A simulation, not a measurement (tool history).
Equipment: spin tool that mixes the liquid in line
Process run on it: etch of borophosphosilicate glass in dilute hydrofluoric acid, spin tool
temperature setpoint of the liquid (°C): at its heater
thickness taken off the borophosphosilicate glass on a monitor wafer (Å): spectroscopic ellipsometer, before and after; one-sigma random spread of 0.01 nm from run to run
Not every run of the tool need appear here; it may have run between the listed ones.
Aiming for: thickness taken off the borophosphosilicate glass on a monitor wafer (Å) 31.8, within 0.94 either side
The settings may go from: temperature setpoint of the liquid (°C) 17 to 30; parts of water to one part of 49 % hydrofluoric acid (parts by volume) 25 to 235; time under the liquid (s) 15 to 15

run  hour  temperature setpoint of the liquid (°C)  parts of water to one part of 49 % hydrofluoric acid (parts by volume)  time under the liquid (s)  thickness taken off the borophosphosilicate glass on a monitor wafer (Å)
  1     0                                       22                                                                     130                         15                                                                    40.339
  2   5.7                                     24.5                                                                     130                         15                                                                    44.353
  3   9.5                                     22.5                                                                     135                         15                                                                    39.726
  4  17.2                                       21                                                                     135                         15                                                                    37.318
  5    24                                       21                                                                     135                         15                                                                    37.243
  6  25.7                                       20                                                                     135                         15                                                                     35.94
  7  31.3                                       19                                                                     135                         15                                                                     34.55
  8  37.2                                     18.5                                                                     135                         15                                                                    33.499
  9  46.2                                       18                                                                     135                         15                                                                    33.171

Which single option among these 4 for the next run brings every result within its allowed miss of target? Just one does.
  A  55.2                                       17                                                                     120                         15                                                                         ?
  B  55.2                                       17                                                                     135                         15                                                                         ?
  C  55.2                                       17                                                                     125                         15                                                                         ?
  D  55.2                                     19.5                                                                     135                         15                                                                         ?

move  thickness taken off the borophosphosilicate glass on a monitor wafer (Å)
   A                                                                    36.196
   B                                                                    31.666
   C                                                                    34.564
   D                                                                    35.048
A: misses by more than the last run did
B: in spec on every target
C: misses by more than the last run did
D: misses by more than the last run did
So the answer is move B, the one that meets all the targets.
